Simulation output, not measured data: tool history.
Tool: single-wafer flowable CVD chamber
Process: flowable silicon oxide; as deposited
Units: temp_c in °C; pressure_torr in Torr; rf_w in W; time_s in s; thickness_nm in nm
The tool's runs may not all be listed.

| run | hour | temp_c | pressure_torr | rf_w | time_s | thickness_nm |
|---|---|---|---|---|---|---|
| 1 | 0.0 | 100 | 0.875 | 2345 | 493 | 325.64 |
| 2 | 2.2 | 99 | 0.875 | 2345 | 493 | 335.07 |
| 3 | 7.2 | 99 | 0.875 | 2625 | 493 | 338.04 |
| 4 | 14.7 | 93 | 0.875 | 2625 | 493 | 409.94 |
| 5 | 19.9 | 93 | 0.799 | 2625 | 493 | 375.00 |
| 6 | 28.1 | 101 | 0.799 | 2625 | 493 | 292.97 |

Run 7 comes next. What will it give?
| 7 | 29.1 | 99 | 0.799 | 2625 | 493 | ? |

Run 7 gave thickness_nm 310.39 nm.

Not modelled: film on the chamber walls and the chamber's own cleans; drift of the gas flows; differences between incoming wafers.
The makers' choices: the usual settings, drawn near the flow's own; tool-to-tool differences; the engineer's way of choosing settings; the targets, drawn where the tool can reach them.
